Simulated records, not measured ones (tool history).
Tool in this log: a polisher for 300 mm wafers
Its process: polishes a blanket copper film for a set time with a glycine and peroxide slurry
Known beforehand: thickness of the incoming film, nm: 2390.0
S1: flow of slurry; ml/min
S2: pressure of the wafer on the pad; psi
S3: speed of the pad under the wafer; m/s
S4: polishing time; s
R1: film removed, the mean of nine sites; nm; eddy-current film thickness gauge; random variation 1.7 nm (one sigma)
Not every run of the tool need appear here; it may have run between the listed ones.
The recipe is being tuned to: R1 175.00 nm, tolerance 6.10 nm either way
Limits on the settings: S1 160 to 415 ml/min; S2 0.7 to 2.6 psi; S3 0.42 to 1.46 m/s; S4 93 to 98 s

{"run": 1, "hour": 0.0, "S1": 265, "S2": 1.6, "S3": 0.94, "S4": 93, "R1": 306.36}
{"run": 2, "hour": 4.5, "S1": 265, "S2": 1.4, "S3": 0.9, "S4": 93, "R1": 285.05}
{"run": 3, "hour": 13.4, "S1": 265, "S2": 1.6, "S3": 0.9, "S4": 93, "R1": 300.36}
{"run": 4, "hour": 20.7, "S1": 265, "S2": 1.6, "S3": 1.04, "S4": 93, "R1": 334.74}
{"run": 5, "hour": 22.5, "S1": 265, "S2": 1.6, "S3": 1.16, "S4": 93, "R1": 350.38}
{"run": 6, "hour": 25.9, "S1": 255, "S2": 1.4, "S3": 1.04, "S4": 93, "R1": 305.09}
{"run": 7, "hour": 33.9, "S1": 250, "S2": 1.3, "S3": 0.94, "S4": 93, "R1": 281.46}
{"run": 8, "hour": 42.0, "S1": 250, "S2": 1.2, "S3": 0.84, "S4": 93, "R1": 249.21}
{"run": 9, "hour": 42.6, "S1": 250, "S2": 1.2, "S3": 0.84, "S4": 93, "R1": 247.09}
{"run": 10, "hour": 49.2, "S1": 245, "S2": 1.1, "S3": 0.8, "S4": 93, "R1": 231.85}
{"run": 11, "hour": 58.2, "S1": 245, "S2": 1.0, "S3": 0.76, "S4": 93, "R1": 215.7}
{"run": 12, "hour": 63.7, "S1": 245, "S2": 0.9, "S3": 0.74, "S4": 93, "R1": 206.82}
{"run": 13, "hour": 67.6, "S1": 245, "S2": 0.9, "S3": 0.72, "S4": 93, "R1": 204.47}
{"run": 14, "hour": 74.0, "S1": 245, "S2": 0.9, "S3": 0.7, "S4": 93, "R1": 197.29}

Of the 4 settings listed for the next run, only one would bring every result within its allowed miss of target. Which one?
{"run": "A", "hour": 80.4, "S1": 235, "S2": 0.7, "S3": 0.72, "S4": 96, "R1": "?"}
{"run": "B", "hour": 80.4, "S1": 275, "S2": 0.7, "S3": 0.68, "S4": 94, "R1": "?"}
{"run": "C", "hour": 80.4, "S1": 305, "S2": 0.9, "S3": 0.54, "S4": 93, "R1": "?"}
{"run": "D", "hour": 80.4, "S1": 330, "S2": 1.0, "S3": 0.42, "S4": 93, "R1": "?"}

move=A R1=192.92
move=B R1=186.48
move=C R1=176.91
move=D R1=162.41
A: closes in on the targets versus the last run, not all within tolerance yet
B: closes in on the targets versus the last run, not all within tolerance yet
C: each result inside its tolerance
D: moves the result that the last run missed by most past its target, out the other side
C is the move that brings every result within its allowed miss.
